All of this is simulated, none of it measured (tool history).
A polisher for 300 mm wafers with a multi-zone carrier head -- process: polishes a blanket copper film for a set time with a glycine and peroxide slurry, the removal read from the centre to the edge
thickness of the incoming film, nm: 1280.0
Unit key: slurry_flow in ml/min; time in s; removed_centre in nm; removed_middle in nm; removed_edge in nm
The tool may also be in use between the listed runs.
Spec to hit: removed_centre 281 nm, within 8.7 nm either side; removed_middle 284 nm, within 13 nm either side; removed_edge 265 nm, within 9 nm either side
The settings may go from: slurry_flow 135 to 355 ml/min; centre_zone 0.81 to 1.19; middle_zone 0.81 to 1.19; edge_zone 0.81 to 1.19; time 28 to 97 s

Run 1, hour 0: slurry_flow 225 ml/min, centre_zone 1, middle_zone 1, edge_zone 1, time 62 s. Result: removed_centre 211.93 nm, removed_middle 204.44 nm, removed_edge 202.75 nm.
Run 2, hour 7.8: slurry_flow 225 ml/min, centre_zone 1, middle_zone 0.94, edge_zone 1, time 62 s. Result: removed_centre 207.72 nm, removed_middle 201.03 nm, removed_edge 205.63 nm.
Run 3, hour 11.7: slurry_flow 225 ml/min, centre_zone 0.94, middle_zone 0.94, edge_zone 1, time 62 s. Result: removed_centre 194.04 nm, removed_middle 200.08 nm, removed_edge 203.55 nm.
Run 4, hour 14.4: slurry_flow 225 ml/min, centre_zone 0.94, middle_zone 1.01, edge_zone 1, time 62 s. Result: removed_centre 197.84 nm, removed_middle 202.5 nm, removed_edge 205.57 nm.
Run 5, hour 16.8: slurry_flow 225 ml/min, centre_zone 0.94, middle_zone 1.01, edge_zone 1, time 53 s. Result: removed_centre 169.43 nm, removed_middle 175.63 nm, removed_edge 178.35 nm.
Run 6, hour 21: slurry_flow 225 ml/min, centre_zone 1.02, middle_zone 1.01, edge_zone 1, time 53 s. Result: removed_centre 183.05 nm, removed_middle 177.23 nm, removed_edge 178.72 nm.
Run 7, hour 21.6: slurry_flow 235 ml/min, centre_zone 1.01, middle_zone 1.03, edge_zone 1.01, time 56 s. Result: removed_centre 191.58 nm, removed_middle 192.13 nm, removed_edge 186.03 nm.
Run 8, hour 30.5: slurry_flow 235 ml/min, centre_zone 1.01, middle_zone 1.03, edge_zone 1.01, time 56 s. Result: removed_centre 188.38 nm, removed_middle 192.09 nm, removed_edge 188.05 nm.
Run 9, hour 39.4: slurry_flow 240 ml/min, centre_zone 1.03, middle_zone 1.03, edge_zone 1.02, time 59 s. Result: removed_centre 204.67 nm, removed_middle 203.49 nm, removed_edge 197.32 nm.
Run 10, hour 40.3: slurry_flow 245 ml/min, centre_zone 1.04, middle_zone 1.03, edge_zone 1.04, time 61 s. Result: removed_centre 217.09 nm, removed_middle 210 nm, removed_edge 207.24 nm.

Which single option among these 4 for the next run brings every result within its allowed miss of target? Just one does.
Run A, hour 41.2: slurry_flow 285 ml/min, centre_zone 1, middle_zone 1, edge_zone 0.91, time 82 s. Result: removed_centre ?, removed_middle ?, removed_edge ?.
Run B, hour 41.2: slurry_flow 285 ml/min, centre_zone 1.02, middle_zone 0.94, edge_zone 0.95, time 80 s. Result: removed_centre ?, removed_middle ?, removed_edge ?.
Run C, hour 41.2: slurry_flow 235 ml/min, centre_zone 0.97, middle_zone 1.08, edge_zone 1.01, time 79 s. Result: removed_centre ?, removed_middle ?, removed_edge ?.
Run D, hour 41.2: slurry_flow 175 ml/min, centre_zone 1.08, middle_zone 0.89, edge_zone 1.12, time 50 s. Result: removed_centre ?, removed_middle ?, removed_edge ?.

move  removed_centre  removed_middle  removed_edge
   A          280.25          279.19        266.73
   B          278.83          260.99        265.66
   C          256.05          278.13        265.55
   D           172.8           148.1         172.3
A: meets every target
B: brings the result that was furthest off to its target, and leaves another outside
C: gains on the last run, yet a result remains outside its allowed miss
D: lands further from the targets than the last run did
Go with A: it meets all targets.
